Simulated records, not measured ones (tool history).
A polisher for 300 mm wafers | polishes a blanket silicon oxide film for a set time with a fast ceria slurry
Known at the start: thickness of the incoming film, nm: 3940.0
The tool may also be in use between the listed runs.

run,hour,flow of slurry (ml/min),pressure of the wafer on the pad (kPa),speed of the pad under the wafer (cm/s),polishing time (s),film removed (nm)
1,0.0,140,18.6,100,32,443.13
2,4.3,140,18.6,126,32,568.50
3,7.9,140,17.2,126,32,534.68
4,10.3,140,19.3,126,32,571.68
5,13.4,115,19.3,126,32,560.68
6,15.9,115,17.2,126,32,515.38
7,24.1,115,15.9,126,32,483.14
8,30.3,115,15.2,126,32,460.81

Forecast run 9:
9,31.0,115,15.2,126,32,?

film removed (nm): 469.70
